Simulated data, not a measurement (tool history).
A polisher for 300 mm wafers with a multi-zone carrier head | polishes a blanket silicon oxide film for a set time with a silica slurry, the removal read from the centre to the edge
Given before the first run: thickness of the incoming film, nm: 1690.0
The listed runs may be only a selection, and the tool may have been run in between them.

run	hour	flow of slurry (ml/min)	pressure of the head's centre zone	pressure of the head's middle zone	pressure of the head's edge zone	abrasive content of the slurry	polishing time (s)	film removed at the wafer's centre (nm)	film removed at mid-radius (nm)	film removed at the wafer's edge (nm)
1	0	300	1	1	1	1	50	215.01	212.26	226.86
2	3	300	1	1.01	0.98	0.9	47	188.53	193.13	207.08
3	10.3	300	1	1.07	0.98	0.9	47	195.98	200.71	201.32
4	13.9	300	1.01	1.08	0.97	0.85	44	175.28	185.78	186.91
5	19.1	360	1.01	1.08	0.97	0.85	44	180.14	187.58	190.57
6	25.3	355	1.03	1.09	0.95	0.8	41	163.38	175.29	167.23
7	29.5	355	1.04	1.07	0.94	0.75	40	157.27	162.94	158.25
# hour 34: edge zone pressure recalibrated
8	34	355	1.04	1.06	0.93	0.7	39	151.05	150.04	142.04
9	42.7	355	1.01	1.05	0.92	0.65	39	141.22	143.64	137.31
10	49.2	355	0.99	1.04	0.91	0.65	39	139.92	142.1	135.24
11	51.4	355	0.97	1.03	0.9	0.65	39	133.78	141.08	137.29
12	55.8	355	0.97	1.02	0.89	0.65	39	132.83	143.2	135.95
13	59.8	355	0.97	1	0.88	0.65	39	133.56	139.83	135.33
14	67.7	355	0.97	0.99	0.87	0.65	39	136.98	137.01	133.7
15	71.8	355	0.96	0.99	0.86	0.65	39	132.2	138.42	130.66
16	75.8	355	0.95	0.98	0.85	0.65	39	131.43	134.34	131.93

Run 17, settings as shown, results not yet in. Your forecast:
17	82.3	355	0.94	0.98	0.83	0.55	37	?	?	?

Run 17 gave film removed at the wafer's centre (nm) 115.28, film removed at mid-radius (nm) 116.83, film removed at the wafer's edge (nm) 115.39.
